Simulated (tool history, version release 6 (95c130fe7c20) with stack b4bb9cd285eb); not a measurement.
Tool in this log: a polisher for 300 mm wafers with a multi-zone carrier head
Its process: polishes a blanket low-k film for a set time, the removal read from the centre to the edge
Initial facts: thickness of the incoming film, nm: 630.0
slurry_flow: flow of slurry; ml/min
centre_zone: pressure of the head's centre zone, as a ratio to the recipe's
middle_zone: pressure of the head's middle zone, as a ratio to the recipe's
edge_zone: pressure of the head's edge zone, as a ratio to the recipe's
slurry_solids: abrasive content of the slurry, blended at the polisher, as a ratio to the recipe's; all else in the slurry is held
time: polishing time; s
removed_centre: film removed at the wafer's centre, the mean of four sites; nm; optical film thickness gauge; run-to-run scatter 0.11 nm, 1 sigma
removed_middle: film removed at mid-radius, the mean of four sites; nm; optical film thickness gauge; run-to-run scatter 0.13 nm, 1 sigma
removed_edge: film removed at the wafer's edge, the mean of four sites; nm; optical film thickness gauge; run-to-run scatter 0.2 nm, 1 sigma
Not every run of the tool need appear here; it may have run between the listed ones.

| run | day | slurry_flow | centre_zone | middle_zone | edge_zone | slurry_solids | time | removed_centre | removed_middle | removed_edge |
|---|---|---|---|---|---|---|---|---|---|---|
| 1 | 0 | 305 | 1 | 1 | 1 | 1 | 47 | 16.442 | 16.345 | 16.749 |
| 2 | 0.183 | 305 | 1 | 1 | 1 | 1 | 36 | 12.559 | 12.521 | 12.706 |
| 3 | 0.338 | 305 | 1 | 1 | 0.94 | 1 | 36 | 12.432 | 12.527 | 12.448 |
| 4 | 0.6 | 305 | 1 | 1.04 | 0.94 | 1 | 36 | 12.497 | 12.84 | 12.409 |
| 5 | 0.654 | 295 | 0.97 | 1.02 | 1 | 1.15 | 39 | 13.84 | 14.625 | 14.813 |
| 6 | 0.912 | 295 | 0.97 | 1.02 | 1 | 1 | 39 | 13.161 | 13.77 | 13.847 |
| 7 | 1.142 | 285 | 0.96 | 1.02 | 1.04 | 1.15 | 41 | 14.367 | 15.44 | 15.588 |
| 8 | 1.225 | 310 | 0.95 | 1 | 1.08 | 1.25 | 42 | 15.254 | 16.089 | 16.935 |
| 9 | 1.388 | 300 | 0.94 | 0.99 | 1.1 | 1.3 | 44 | 16.05 | 17.098 | 18.235 |
| 10 | 1.612 | 300 | 0.93 | 0.99 | 1.12 | 1.35 | 45 | 16.398 | 17.444 | 18.895 |
| 11 | 1.779 | 310 | 0.92 | 0.99 | 1.14 | 1.4 | 46 | 16.865 | 18.223 | 19.93 |
| 12 | 2.125 | 315 | 0.92 | 0.99 | 1.15 | 1.45 | 47 | 17.589 | 18.889 | 20.675 |
| 13 | 2.304 | 315 | 0.91 | 0.99 | 1.16 | 1.45 | 47 | 17.284 | 18.877 | 20.786 |
| 14 | 2.679 | 315 | 0.91 | 0.99 | 1.17 | 1.45 | 47 | 17.325 | 18.929 | 20.921 |
| 15 | 3.046 | 320 | 0.91 | 0.99 | 1.18 | 1.45 | 47 | 17.358 | 18.825 | 21.068 |

Run 16, settings as shown, results not yet in. Your forecast:
| 16 | 3.125 | 325 | 0.91 | 0.99 | 1.18 | 1.45 | 47 | ? | ? | ? |

{"run 16": {"removed_centre": 17.222, "removed_middle": 18.939, "removed_edge": 21.114}}
